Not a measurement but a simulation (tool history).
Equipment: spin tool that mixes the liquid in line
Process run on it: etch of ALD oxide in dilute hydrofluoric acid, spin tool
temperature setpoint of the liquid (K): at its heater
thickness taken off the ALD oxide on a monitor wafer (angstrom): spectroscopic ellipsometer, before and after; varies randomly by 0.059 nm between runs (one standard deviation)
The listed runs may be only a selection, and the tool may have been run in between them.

run  hour  temperature setpoint of the liquid (K)  parts of water to one part of 49 % hydrofluoric acid (parts by volume)  time under the liquid (s)  thickness taken off the ALD oxide on a monitor wafer (angstrom)
  1   0.0                                  299.15                                                                     205                        135                                                           59.034
  2   2.4                                  300.65                                                                     190                        135                                                           68.183
  3   9.0                                  300.65                                                                     225                        135                                                           55.833
  4  11.3                                  304.15                                                                     225                        135                                                           62.696
  5  19.7                                  300.65                                                                     225                        135                                                           55.599
  6  25.4                                  301.65                                                                     205                        135                                                           65.095
  7  30.4                                  302.65                                                                     190                        135                                                           73.478
  8  32.9                                  303.65                                                                     180                        135                                                           80.755
  9  35.8                                  307.15                                                                     120                        135                                                          149.240
 10  41.1                                  306.65                                                                     120                        135                                                          147.710

For run 11, what comes out?
 11  43.6                                  306.15                                                                     120                        135                                                                ?

{"run 11": {"thickness taken off the ALD oxide on a monitor wafer (angstrom)": 144.9}}
